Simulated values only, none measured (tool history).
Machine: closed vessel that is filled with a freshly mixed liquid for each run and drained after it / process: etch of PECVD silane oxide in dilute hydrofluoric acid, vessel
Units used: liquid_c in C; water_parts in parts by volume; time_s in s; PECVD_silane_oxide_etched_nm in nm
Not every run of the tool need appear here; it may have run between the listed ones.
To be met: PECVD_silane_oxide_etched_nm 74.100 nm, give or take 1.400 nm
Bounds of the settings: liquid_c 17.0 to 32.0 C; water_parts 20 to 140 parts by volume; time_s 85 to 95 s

run 1 hour=0.0 | liquid_c=24.0 water_parts=75 time_s=85 | PECVD_silane_oxide_etched_nm=42.107
run 2 hour=2.1 | liquid_c=24.0 water_parts=95 time_s=85 | PECVD_silane_oxide_etched_nm=32.330
run 3 hour=11.1 | liquid_c=25.0 water_parts=90 time_s=85 | PECVD_silane_oxide_etched_nm=35.763
run 4 hour=17.7 | liquid_c=26.0 water_parts=85 time_s=85 | PECVD_silane_oxide_etched_nm=39.913
run 5 hour=19.7 | liquid_c=26.0 water_parts=60 time_s=85 | PECVD_silane_oxide_etched_nm=58.204
run 6 hour=25.3 | liquid_c=23.5 water_parts=60 time_s=85 | PECVD_silane_oxide_etched_nm=52.617
run 7 hour=34.4 | liquid_c=23.5 water_parts=60 time_s=85 | PECVD_silane_oxide_etched_nm=52.556
run 8 hour=37.0 | liquid_c=24.5 water_parts=60 time_s=85 | PECVD_silane_oxide_etched_nm=54.978
run 9 hour=39.7 | liquid_c=25.5 water_parts=60 time_s=85 | PECVD_silane_oxide_etched_nm=56.588
run 10 hour=48.0 | liquid_c=26.0 water_parts=60 time_s=85 | PECVD_silane_oxide_etched_nm=58.441
run 11 hour=54.5 | liquid_c=30.0 water_parts=60 time_s=85 | PECVD_silane_oxide_etched_nm=67.363
run 12 hour=60.7 | liquid_c=31.0 water_parts=60 time_s=85 | PECVD_silane_oxide_etched_nm=71.102

Which single option among these 5 for the next run brings every result within its allowed miss of target? Just one does.
run A hour=66.9 | liquid_c=30.5 water_parts=60 time_s=85 | PECVD_silane_oxide_etched_nm=?
run B hour=66.9 | liquid_c=31.0 water_parts=55 time_s=85 | PECVD_silane_oxide_etched_nm=?
run C hour=66.9 | liquid_c=31.5 water_parts=65 time_s=95 | PECVD_silane_oxide_etched_nm=?
run D hour=66.9 | liquid_c=28.5 water_parts=55 time_s=95 | PECVD_silane_oxide_etched_nm=?
run E hour=66.9 | liquid_c=32.0 water_parts=70 time_s=95 | PECVD_silane_oxide_etched_nm=?

move=A PECVD_silane_oxide_etched_nm=69.011
move=B PECVD_silane_oxide_etched_nm=77.352
move=C PECVD_silane_oxide_etched_nm=73.419
move=D PECVD_silane_oxide_etched_nm=78.395
move=E PECVD_silane_oxide_etched_nm=68.945
A: lands further from the targets than the last run did
B: takes the result that was furthest off past its target
C: all results in spec
D: takes the result that was furthest off past its target
E: lands further from the targets than the last run did
So the answer is move C, the one that meets all the targets.
